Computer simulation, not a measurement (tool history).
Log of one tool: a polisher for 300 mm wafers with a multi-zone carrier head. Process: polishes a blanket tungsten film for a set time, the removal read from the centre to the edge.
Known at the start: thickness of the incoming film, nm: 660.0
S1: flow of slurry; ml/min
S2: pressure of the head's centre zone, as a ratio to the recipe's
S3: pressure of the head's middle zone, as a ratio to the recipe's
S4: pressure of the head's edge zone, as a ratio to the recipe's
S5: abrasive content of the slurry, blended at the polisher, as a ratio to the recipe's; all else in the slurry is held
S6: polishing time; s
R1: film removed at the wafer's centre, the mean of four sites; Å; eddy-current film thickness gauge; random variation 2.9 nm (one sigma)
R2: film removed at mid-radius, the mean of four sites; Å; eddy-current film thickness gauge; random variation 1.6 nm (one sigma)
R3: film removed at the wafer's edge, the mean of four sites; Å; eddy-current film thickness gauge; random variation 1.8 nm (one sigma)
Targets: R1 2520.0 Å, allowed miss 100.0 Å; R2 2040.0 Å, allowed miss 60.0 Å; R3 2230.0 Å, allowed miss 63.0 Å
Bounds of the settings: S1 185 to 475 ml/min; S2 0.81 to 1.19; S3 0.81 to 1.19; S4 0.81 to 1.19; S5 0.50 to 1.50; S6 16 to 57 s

Run 1, hour 0.0: S1 305 ml/min, S2 1.00, S3 1.00, S4 1.00, S5 1.00, S6 36 s. Result: R1 2561.9 Å, R2 2405.3 Å, R3 2419.9 Å.
Run 2, hour 0.6: S1 305 ml/min, S2 1.00, S3 1.07, S4 1.00, S5 1.00, S6 36 s. Result: R1 2526.3 Å, R2 2557.7 Å, R3 2419.6 Å.
Run 3, hour 6.7: S1 305 ml/min, S2 0.93, S3 1.07, S4 1.00, S5 1.00, S6 36 s. Result: R1 2402.2 Å, R2 2560.0 Å, R3 2451.1 Å.
Run 4, hour 10.9: S1 305 ml/min, S2 0.93, S3 1.07, S4 1.00, S5 1.20, S6 36 s. Result: R1 2513.9 Å, R2 2711.9 Å, R3 2575.5 Å.
Run 5, hour 13.5: S1 305 ml/min, S2 0.93, S3 1.07, S4 1.00, S5 1.20, S6 40 s. Result: R1 2788.6 Å, R2 3025.8 Å, R3 2857.6 Å.
Run 6, hour 15.4: S1 375 ml/min, S2 0.93, S3 1.07, S4 1.00, S5 1.20, S6 40 s. Result: R1 2881.0 Å, R2 3085.0 Å, R3 2907.5 Å.
Run 7, hour 22.8: S1 370 ml/min, S2 0.94, S3 1.00, S4 0.96, S5 1.00, S6 40 s. Result: R1 2716.9 Å, R2 2735.3 Å, R3 2712.1 Å.
Run 8, hour 23.8: S1 365 ml/min, S2 0.97, S3 0.95, S4 0.92, S5 0.90, S6 40 s. Result: R1 2695.0 Å, R2 2519.2 Å, R3 2545.6 Å.
Run 9, hour 30.7: S1 355 ml/min, S2 0.98, S3 0.91, S4 0.89, S5 0.85, S6 40 s. Result: R1 2655.1 Å, R2 2386.8 Å, R3 2450.4 Å.
Run 10, hour 32.9: S1 345 ml/min, S2 0.99, S3 0.88, S4 0.88, S5 0.80, S6 40 s. Result: R1 2647.2 Å, R2 2254.7 Å, R3 2397.5 Å.
Run 11, hour 41.5: S1 335 ml/min, S2 0.99, S3 0.86, S4 0.86, S5 0.80, S6 40 s. Result: R1 2573.8 Å, R2 2206.6 Å, R3 2334.8 Å.
At hour 47.7: worn pad replaced by a new one.
Run 12, hour 47.7: S1 320 ml/min, S2 1.00, S3 0.84, S4 0.85, S5 0.80, S6 40 s. Result: R1 2789.3 Å, R2 2346.6 Å, R3 2471.7 Å.
Run 13, hour 52.3: S1 355 ml/min, S2 1.00, S3 0.83, S4 0.84, S5 0.80, S6 40 s. Result: R1 2846.1 Å, R2 2294.9 Å, R3 2502.6 Å.

Which of these 5 next moves meets every target?
Run A, hour 56.9: S1 340 ml/min, S2 0.99, S3 0.88, S4 0.81, S5 0.75, S6 45 s. Result: R1 ?, R2 ?, R3 ?.
Run B, hour 56.9: S1 250 ml/min, S2 1.07, S3 0.89, S4 0.95, S5 0.60, S6 39 s. Result: R1 ?, R2 ?, R3 ?.
Run C, hour 56.9: S1 385 ml/min, S2 1.11, S3 0.88, S4 0.81, S5 0.60, S6 38 s. Result: R1 ?, R2 ?, R3 ?.
Run D, hour 56.9: S1 275 ml/min, S2 1.10, S3 0.83, S4 0.81, S5 0.60, S6 42 s. Result: R1 ?, R2 ?, R3 ?.
Run E, hour 56.9: S1 305 ml/min, S2 0.91, S3 0.82, S4 0.81, S5 0.95, S6 44 s. Result: R1 ?, R2 ?, R3 ?.

move      R1      R2      R3
   A  3075.0  2644.2  2707.3
   B  2539.2  2044.3  2248.3
   C  2698.1  2063.9  2109.3
   D  2848.2  2103.7  2274.8
   E  2967.7  2626.8  2858.3
A: further off than the last run
B: meets every target
C: takes the result that was furthest off past its target
D: brings the result that was furthest off to its target, and leaves another outside
E: further off than the last run
The right move is B.

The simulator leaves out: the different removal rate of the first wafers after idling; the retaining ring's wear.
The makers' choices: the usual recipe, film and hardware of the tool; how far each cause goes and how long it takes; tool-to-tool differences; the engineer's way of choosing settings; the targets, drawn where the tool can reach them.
